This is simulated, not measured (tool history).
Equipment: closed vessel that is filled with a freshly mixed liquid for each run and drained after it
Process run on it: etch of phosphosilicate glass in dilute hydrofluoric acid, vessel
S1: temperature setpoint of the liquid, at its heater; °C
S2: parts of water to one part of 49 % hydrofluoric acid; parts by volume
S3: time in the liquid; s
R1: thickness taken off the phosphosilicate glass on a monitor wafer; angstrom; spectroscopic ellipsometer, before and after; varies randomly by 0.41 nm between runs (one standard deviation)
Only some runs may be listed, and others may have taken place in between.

Run 1, hour 0: S1 23 °C, S2 180 parts by volume, S3 105 s. Result: R1 573.51 angstrom.
Run 2, hour 1.8: S1 24 °C, S2 180 parts by volume, S3 105 s. Result: R1 599.87 angstrom.
Run 3, hour 6.1: S1 25 °C, S2 180 parts by volume, S3 105 s. Result: R1 619.5 angstrom.
Run 4, hour 12.6: S1 25 °C, S2 120 parts by volume, S3 105 s. Result: R1 998.65 angstrom.
Run 5, hour 18.9: S1 25 °C, S2 170 parts by volume, S3 105 s. Result: R1 664.61 angstrom.
Run 6, hour 26.1: S1 25.5 °C, S2 170 parts by volume, S3 105 s. Result: R1 676.48 angstrom.
At hour 32.9: hydrofluoric acid flow meter replaced.
Run 7, hour 32.9: S1 26 °C, S2 170 parts by volume, S3 105 s. Result: R1 645.43 angstrom.

Run 8 is up next; what results do you expect?
Run 8, hour 41.5: S1 26 °C, S2 165 parts by volume, S3 105 s. Result: R1 ?.

Run 8 produced R1 661.28 angstrom.
